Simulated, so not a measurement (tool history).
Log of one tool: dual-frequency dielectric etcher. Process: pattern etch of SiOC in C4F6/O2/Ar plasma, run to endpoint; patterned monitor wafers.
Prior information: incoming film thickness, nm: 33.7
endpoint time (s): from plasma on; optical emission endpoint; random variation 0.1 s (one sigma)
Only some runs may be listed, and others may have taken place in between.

run,hour,bias power (kW),source power (kW),endpoint time (s)
1,0,0.341,0.39,13.635
2,5.4,0.305,0.39,14.288
3,7.2,0.244,0.39,15.293
4,12.2,0.266,0.39,14.849
5,16.3,0.29,0.39,14.297
6,23.8,0.272,0.38,14.716
7,32.4,0.258,0.37,15.387

For run 8, what comes out?
8,34.1,0.253,0.37,?

endpoint time (s): 15.277

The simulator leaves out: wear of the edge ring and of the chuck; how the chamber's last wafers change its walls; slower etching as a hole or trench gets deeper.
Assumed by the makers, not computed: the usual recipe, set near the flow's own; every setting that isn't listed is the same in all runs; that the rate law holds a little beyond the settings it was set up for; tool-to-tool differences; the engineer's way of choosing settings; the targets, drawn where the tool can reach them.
